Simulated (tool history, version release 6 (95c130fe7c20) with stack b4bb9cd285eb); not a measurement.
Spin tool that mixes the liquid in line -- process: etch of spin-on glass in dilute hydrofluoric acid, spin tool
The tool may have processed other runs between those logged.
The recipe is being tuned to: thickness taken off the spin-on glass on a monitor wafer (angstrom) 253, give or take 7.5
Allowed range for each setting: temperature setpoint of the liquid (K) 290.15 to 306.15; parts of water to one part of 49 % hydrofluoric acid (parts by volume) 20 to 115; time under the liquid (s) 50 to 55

run	hour	temperature setpoint of the liquid (K)	parts of water to one part of 49 % hydrofluoric acid (parts by volume)	time under the liquid (s)	thickness taken off the spin-on glass on a monitor wafer (angstrom)
1	0	298.15	65	50	414.43
2	2.9	298.15	75	50	355.77
3	11.6	301.65	75	50	405.23
4	12.3	301.65	75	55	449.04
5	14.8	301.65	65	55	525.18
6	22.1	301.65	80	55	419.25
7	30.9	297.65	85	55	332.69
8	38	295.65	85	55	307.97
9	43.2	294.15	85	55	289.04
10	50.7	293.15	85	55	278.48
11	54.1	292.65	85	55	272.71
12	57.8	292.15	85	55	266.36
13	64.1	291.65	85	55	261.14

Which single option among these 4 for the next run brings every result within its allowed miss of target? Just one does.
A	70.4	293.15	80	50	?
B	70.4	291.65	80	55	?
C	70.4	298.15	110	55	?
D	70.4	293.15	85	55	?

move	thickness taken off the spin-on glass on a monitor wafer (angstrom)
A	270.59
B	279.52
C	255.47
D	278.54
A: the biggest miss grows against the last run
B: the biggest miss grows against the last run
C: meets every target
D: the biggest miss grows against the last run
Move C is the one to make.
